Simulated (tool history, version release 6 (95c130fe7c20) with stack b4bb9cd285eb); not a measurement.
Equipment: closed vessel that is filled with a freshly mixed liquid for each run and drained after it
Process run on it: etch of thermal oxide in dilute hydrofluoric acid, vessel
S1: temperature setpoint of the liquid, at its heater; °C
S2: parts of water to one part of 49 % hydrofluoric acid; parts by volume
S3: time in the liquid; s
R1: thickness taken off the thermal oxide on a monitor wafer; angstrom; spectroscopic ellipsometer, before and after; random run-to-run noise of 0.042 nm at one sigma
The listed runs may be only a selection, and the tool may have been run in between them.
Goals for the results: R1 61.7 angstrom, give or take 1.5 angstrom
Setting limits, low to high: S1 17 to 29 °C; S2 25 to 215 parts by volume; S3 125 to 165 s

run 1 day=0 | S1=21 S2=120 S3=165 | R1=52.738
run 2 day=0.046 | S1=21.5 S2=120 S3=165 | R1=55.051
run 3 day=0.229 | S1=22 S2=120 S3=165 | R1=55.04
run 4 day=0.433 | S1=22.5 S2=120 S3=165 | R1=56.03
run 5 day=0.512 | S1=22.5 S2=120 S3=125 | R1=42.001
run 6 day=0.804 | S1=22.5 S2=120 S3=125 | R1=42.736
run 7 day=1.154 | S1=22.5 S2=115 S3=125 | R1=44.955
run 8 day=1.454 | S1=22.5 S2=110 S3=125 | R1=47.628
run 9 day=1.704 | S1=22.5 S2=105 S3=125 | R1=50.103
run 10 day=1.958 | S1=22.5 S2=100 S3=125 | R1=52.568

Exercise: of the 4 proposed moves below, exactly one satisfies all targets within the stated allowed misses. Which move is it?
run A day=2.212 | S1=25.5 S2=120 S3=130 | R1=?
run B day=2.212 | S1=21.5 S2=130 S3=160 | R1=?
run C day=2.212 | S1=23.5 S2=115 S3=155 | R1=?
run D day=2.212 | S1=21.5 S2=95 S3=145 | R1=?

move=A R1=49.657
move=B R1=47.687
move=C R1=57.5
move=D R1=61.536
A: its largest miss is bigger than the last run's
B: its largest miss is bigger than the last run's
C: gains on the last run, yet a result remains outside its allowed miss
D: hits every target within its allowed miss
Correct choice: D, which meets every target

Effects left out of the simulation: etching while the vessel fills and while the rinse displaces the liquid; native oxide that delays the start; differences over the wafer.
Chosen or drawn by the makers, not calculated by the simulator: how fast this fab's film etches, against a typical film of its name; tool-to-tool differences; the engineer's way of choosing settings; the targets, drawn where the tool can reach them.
